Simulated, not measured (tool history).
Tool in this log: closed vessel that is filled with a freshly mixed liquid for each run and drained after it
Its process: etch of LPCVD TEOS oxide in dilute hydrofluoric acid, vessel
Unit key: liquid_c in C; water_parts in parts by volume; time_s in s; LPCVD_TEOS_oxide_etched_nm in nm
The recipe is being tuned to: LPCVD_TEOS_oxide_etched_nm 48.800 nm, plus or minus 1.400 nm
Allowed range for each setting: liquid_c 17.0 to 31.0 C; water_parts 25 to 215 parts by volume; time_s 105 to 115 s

run,day,liquid_c,water_parts,time_s,LPCVD_TEOS_oxide_etched_nm
1,0.000,23.0,120,105,13.857
2,0.117,23.0,120,105,13.911
3,0.350,24.0,105,105,16.720
4,0.521,24.0,105,115,18.191
5,0.700,25.0,95,115,21.260
6,0.808,26.0,85,115,25.219
7,1.083,30.0,35,115,77.036
8,1.346,29.0,35,115,75.102
9,1.500,28.0,35,115,71.425
10,1.842,27.0,35,115,67.475
11,1.896,26.0,35,115,66.509
12,2.083,25.0,35,115,62.936
13,2.392,24.0,35,115,59.724
14,2.729,23.5,35,115,59.018
15,2.892,23.0,35,115,58.086
16,2.933,22.5,35,115,56.010
17,3.088,22.0,35,115,55.844
18,3.288,21.5,35,115,53.737

Which one of the following 4 next-run settings gets every result inside its allowed miss? There is exactly one.
A,3.488,22.5,40,115,?
B,3.488,25.0,40,110,?
C,3.488,21.0,30,110,?
D,3.488,22.5,35,115,?

move,LPCVD_TEOS_oxide_etched_nm
A,48.670
B,51.652
C,58.991
D,55.982
A: hits every target within its allowed miss
B: closes in on the targets versus the last run, not all within tolerance yet
C: further off than the last run
D: further off than the last run
Go with A: it meets all targets.

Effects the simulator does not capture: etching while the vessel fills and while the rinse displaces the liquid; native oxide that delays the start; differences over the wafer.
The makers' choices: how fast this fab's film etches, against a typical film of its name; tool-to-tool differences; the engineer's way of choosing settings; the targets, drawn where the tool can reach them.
